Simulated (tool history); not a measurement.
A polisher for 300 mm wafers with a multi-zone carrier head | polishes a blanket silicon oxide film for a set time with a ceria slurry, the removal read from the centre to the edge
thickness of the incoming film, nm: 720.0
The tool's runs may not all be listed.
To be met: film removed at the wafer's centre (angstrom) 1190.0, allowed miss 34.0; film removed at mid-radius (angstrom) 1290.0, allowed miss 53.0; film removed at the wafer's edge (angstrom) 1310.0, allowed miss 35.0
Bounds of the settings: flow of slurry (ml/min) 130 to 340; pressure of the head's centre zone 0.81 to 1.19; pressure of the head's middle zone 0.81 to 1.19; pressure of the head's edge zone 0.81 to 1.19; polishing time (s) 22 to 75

run  hour  flow of slurry (ml/min)  pressure of the head's centre zone  pressure of the head's middle zone  pressure of the head's edge zone  polishing time (s)  film removed at the wafer's centre (angstrom)  film removed at mid-radius (angstrom)  film removed at the wafer's edge (angstrom)
  1   0.0                      220                                1.00                                1.00                              1.00                  48                                         1076.4                                 1050.2                                       1084.0
  2   8.5                      235                                1.00                                1.03                              1.05                  49                                         1106.0                                 1102.0                                       1120.2
  3  16.0                      235                                1.00                                1.11                              1.05                  49                                         1109.5                                 1186.4                                       1118.4
  4  21.9                      270                                1.00                                1.11                              1.05                  49                                         1116.3                                 1227.1                                       1148.1
  5  30.4                      285                                1.00                                1.10                              1.08                  50                                         1165.5                                 1239.4                                       1171.3
  6  33.9                      285                                1.00                                1.10                              1.01                  50                                         1157.2                                 1224.0                                       1152.3
  7  41.9                      285                                0.98                                1.08                              1.04                  51                                         1167.7                                 1255.2                                       1193.5
  8  49.2                      285                                0.96                                1.06                              1.07                  52                                         1160.1                                 1255.0                                       1230.2
  9  52.1                      290                                0.95                                1.05                              1.09                  53                                         1158.5                                 1260.5                                       1256.5
 10  53.7                      295                                0.95                                1.05                              1.10                  53                                         1158.5                                 1245.0                                       1271.8

4 next moves are on the table. One of them brings every result within its allowed miss. Which?
  A  55.3                      290                                0.89                                1.05                              1.16                  54                                              ?                                      ?                                            ?
  B  55.3                      300                                0.95                                0.96                              1.16                  54                                              ?                                      ?                                            ?
  C  55.3                      315                                0.94                                1.04                              1.12                  54                                              ?                                      ?                                            ?
  D  55.3                      275                                1.03                                1.08                              1.16                  49                                              ?                                      ?                                            ?

move  film removed at the wafer's centre (angstrom)  film removed at mid-radius (angstrom)  film removed at the wafer's edge (angstrom)
   A                                         1124.1                                 1273.1                                       1323.7
   B                                         1196.8                                 1183.6                                       1328.5
   C                                         1191.6                                 1272.0                                       1307.6
   D                                         1160.6                                 1176.5                                       1196.1
A: brings the result that was furthest off to its target, and leaves another outside
B: brings the result that was furthest off to its target, and leaves another outside
C: meets every target
D: further off than the last run
The right move is C.

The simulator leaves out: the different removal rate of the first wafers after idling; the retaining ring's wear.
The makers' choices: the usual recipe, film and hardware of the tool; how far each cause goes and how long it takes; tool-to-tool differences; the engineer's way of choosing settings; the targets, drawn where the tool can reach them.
